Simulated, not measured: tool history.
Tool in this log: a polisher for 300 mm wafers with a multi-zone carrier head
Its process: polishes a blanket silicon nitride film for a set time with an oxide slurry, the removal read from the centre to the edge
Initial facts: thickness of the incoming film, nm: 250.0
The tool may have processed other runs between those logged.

run  hour  flow of slurry (ml/min)  pressure of the head's centre zone  pressure of the head's middle zone  pressure of the head's edge zone  abrasive content of the slurry  polishing time (s)  film removed at the wafer's centre (angstrom)  film removed at mid-radius (angstrom)  film removed at the wafer's edge (angstrom)
  1     0                      270                                   1                                   1                                 1                               1                  44                                          143.4                                 143.27                                       145.31
  2   6.7                      320                                   1                                   1                                 1                               1                  44                                         149.62                                 143.85                                        146.9
  3   8.4                      305                                0.95                                0.96                              0.96                            0.85                  42                                         126.56                                 125.52                                       129.82
  4  15.4                      305                                0.95                                0.96                              0.96                            0.85                  32                                         96.045                                 97.487                                       98.669
  5  19.6                      305                                0.95                                1.04                              0.96                            0.85                  32                                         97.643                                 102.58                                       97.933
  6  21.4                      305                                0.95                                1.12                              0.96                            0.85                  32                                         97.608                                 106.96                                        99.56
  7  28.4                      290                                0.94                                1.05                              0.98                            0.85                  32                                          94.39                                 101.95                                       100.07

Run 8 comes next. What will it give?
  8  33.9                      275                                0.94                                1.01                              0.98                            0.85                  32                                              ?                                      ?                                            ?

{"run 8": {"film removed at the wafer's centre (angstrom)": 95.131, "film removed at mid-radius (angstrom)": 100.06, "film removed at the wafer's edge (angstrom)": 99.972}}

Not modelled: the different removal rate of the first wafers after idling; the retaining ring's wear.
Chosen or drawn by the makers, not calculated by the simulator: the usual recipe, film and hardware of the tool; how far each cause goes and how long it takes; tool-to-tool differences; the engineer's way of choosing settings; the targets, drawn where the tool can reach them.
